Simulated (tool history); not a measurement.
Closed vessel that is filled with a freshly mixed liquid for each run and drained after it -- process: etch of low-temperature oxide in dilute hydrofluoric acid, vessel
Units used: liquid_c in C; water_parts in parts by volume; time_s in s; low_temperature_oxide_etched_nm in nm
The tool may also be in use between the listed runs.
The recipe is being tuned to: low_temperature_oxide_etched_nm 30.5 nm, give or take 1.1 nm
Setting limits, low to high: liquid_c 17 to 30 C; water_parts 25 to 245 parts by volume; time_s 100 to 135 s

run,hour,liquid_c,water_parts,time_s,low_temperature_oxide_etched_nm
1,0,22,135,135,23.875
2,7.7,22.5,135,135,24.281
3,15.8,22.5,175,135,17.756
4,24.9,22.5,175,135,17.717
5,33.7,23,170,135,18.838
6,41.6,23,170,135,18.867
7,50.4,23.5,165,135,19.806
8,53.5,24,160,135,20.972
9,55.8,24.5,155,135,21.817
10,59.9,25,150,135,23.35
11,62.6,25,150,135,23.418

Consider the 4 candidate settings below. Which is the only one whose results all fall within their allowed miss of target?
A,65.3,26,115,135,?
B,65.3,25,110,135,?
C,65.3,24.5,110,135,?
D,65.3,26,125,135,?

move,low_temperature_oxide_etched_nm
A,33.442
B,33.845
C,33.19
D,30.385
A: takes the biggest miss from the last run beyond its target
B: takes the biggest miss from the last run beyond its target
C: takes the biggest miss from the last run beyond its target
D: every result within its allowed miss
D is the move that brings every result within its allowed miss.

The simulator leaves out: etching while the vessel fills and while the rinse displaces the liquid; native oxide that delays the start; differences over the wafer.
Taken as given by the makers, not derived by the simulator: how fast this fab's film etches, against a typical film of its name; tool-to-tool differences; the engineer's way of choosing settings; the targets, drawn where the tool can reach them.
